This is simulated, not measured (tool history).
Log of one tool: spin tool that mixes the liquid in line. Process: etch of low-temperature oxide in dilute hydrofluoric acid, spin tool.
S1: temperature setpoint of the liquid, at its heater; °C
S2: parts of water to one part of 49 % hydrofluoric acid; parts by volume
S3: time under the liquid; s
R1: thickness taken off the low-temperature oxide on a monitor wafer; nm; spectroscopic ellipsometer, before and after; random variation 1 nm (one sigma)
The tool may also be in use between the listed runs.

{"run": 1, "hour": 0.0, "S1": 22, "S2": 160, "S3": 320, "R1": 40.965}
{"run": 2, "hour": 8.5, "S1": 19.5, "S2": 160, "S3": 320, "R1": 37.006}
{"run": 3, "hour": 10.4, "S1": 19.5, "S2": 210, "S3": 320, "R1": 26.633}
{"run": 4, "hour": 15.4, "S1": 19.5, "S2": 210, "S3": 340, "R1": 28.771}
{"run": 5, "hour": 16.2, "S1": 17.5, "S2": 210, "S3": 340, "R1": 25.803}
{"run": 6, "hour": 22.7, "S1": 17, "S2": 210, "S3": 340, "R1": 25.638}
{"run": 7, "hour": 30.9, "S1": 20, "S2": 175, "S3": 340, "R1": 36.222}
{"run": 8, "hour": 35.1, "S1": 22, "S2": 145, "S3": 340, "R1": 48.903}
{"run": 9, "hour": 40.1, "S1": 23.5, "S2": 120, "S3": 340, "R1": 64.072}
{"run": 10, "hour": 43.9, "S1": 25, "S2": 105, "S3": 340, "R1": 77.563}

Run 11 comes next. What will it give?
{"run": 11, "hour": 44.4, "S1": 29, "S2": 55, "S3": 340, "R1": "?"}

Run 11 gave R1 186.79 nm.

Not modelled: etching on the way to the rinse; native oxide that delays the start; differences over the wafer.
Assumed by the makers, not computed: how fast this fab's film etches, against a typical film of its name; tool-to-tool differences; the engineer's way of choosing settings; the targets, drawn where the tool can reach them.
